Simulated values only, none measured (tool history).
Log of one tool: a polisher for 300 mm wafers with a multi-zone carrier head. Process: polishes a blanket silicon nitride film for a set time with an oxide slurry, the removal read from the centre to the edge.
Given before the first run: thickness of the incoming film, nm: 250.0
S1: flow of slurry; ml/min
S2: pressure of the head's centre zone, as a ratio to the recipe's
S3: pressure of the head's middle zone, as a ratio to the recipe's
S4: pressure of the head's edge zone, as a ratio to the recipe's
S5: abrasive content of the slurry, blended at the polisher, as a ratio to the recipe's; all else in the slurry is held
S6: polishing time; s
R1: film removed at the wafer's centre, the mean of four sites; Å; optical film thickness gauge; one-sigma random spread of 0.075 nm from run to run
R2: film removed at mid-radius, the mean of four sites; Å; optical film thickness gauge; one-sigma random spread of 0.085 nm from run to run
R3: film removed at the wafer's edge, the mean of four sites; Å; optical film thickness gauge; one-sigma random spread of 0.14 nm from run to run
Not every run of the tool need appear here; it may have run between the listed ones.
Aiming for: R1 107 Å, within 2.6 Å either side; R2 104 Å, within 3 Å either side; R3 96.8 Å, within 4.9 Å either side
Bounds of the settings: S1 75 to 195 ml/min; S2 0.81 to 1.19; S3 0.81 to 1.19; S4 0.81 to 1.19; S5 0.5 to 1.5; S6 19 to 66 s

run,hour,S1,S2,S3,S4,S5,S6,R1,R2,R3
1,0,125,1,1,1,1,42,181.48,184.26,183.25
2,2.9,125,0.96,1,1,1,42,174.02,185.39,183.53
3,6.7,125,0.97,0.99,0.96,0.9,39,157.94,162.61,160.47
4,12.8,125,0.97,0.99,0.96,0.9,48,196.24,201.02,197.44
5,17.3,125,0.97,0.99,0.96,1,48,200,210.6,203.19
6,23.3,125,0.97,0.99,0.92,0.9,43,172.45,180.4,171.13
7,30.3,125,0.98,0.98,0.89,0.8,39,149.53,153.18,143.11
8,38.7,120,0.98,0.97,0.87,0.75,37,138.17,140.83,127.76
9,44.1,110,0.97,0.94,0.86,0.7,37,128.92,128.07,126.6
10,46.8,115,0.97,0.94,0.85,0.65,36,123.18,122.82,119.06
11,50.4,115,0.98,0.94,0.84,0.6,35,116.68,114.87,109.97
12,57.7,110,0.99,0.94,0.83,0.6,35,115.77,113.81,108.89
13,60.4,105,1,0.95,0.83,0.6,35,115.18,112.36,107.7
14,62.7,85,1.04,0.99,0.81,0.5,34,98.244,96.78,91.293
15,63.7,90,1.04,0.99,0.81,0.5,34,100.03,100.96,91.38
16,71.1,95,1.04,0.98,0.82,0.5,34,102.69,101.33,93.804
17,78.1,100,1.04,0.97,0.83,0.5,34,105.19,101.94,93.918

Of the 5 settings listed for the next run, only one would bring every result within its allowed miss of target. Which one?
A,85.1,145,1.13,1.06,0.81,0.5,30,?,?,?
B,85.1,100,1.07,1.02,0.96,0.5,33,?,?,?
C,85.1,105,1.04,0.96,0.81,0.55,33,?,?,?
D,85.1,140,1.09,1.07,0.86,0.55,30,?,?,?
E,85.1,110,1,1,0.81,0.5,33,?,?,?

move,R1,R2,R3
A,105.22,103.31,88.353
B,101.61,101.42,99.275
C,105.7,102.06,96.998
D,106.59,108.22,94.435
E,99.753,102.12,93.393
A: puts the biggest miss on target and leaves a different result outside tolerance
B: moves away from the targets compared with the last run
C: in spec on every target
D: puts the biggest miss on target and leaves a different result outside tolerance
E: moves away from the targets compared with the last run
The move that meets every target is C.

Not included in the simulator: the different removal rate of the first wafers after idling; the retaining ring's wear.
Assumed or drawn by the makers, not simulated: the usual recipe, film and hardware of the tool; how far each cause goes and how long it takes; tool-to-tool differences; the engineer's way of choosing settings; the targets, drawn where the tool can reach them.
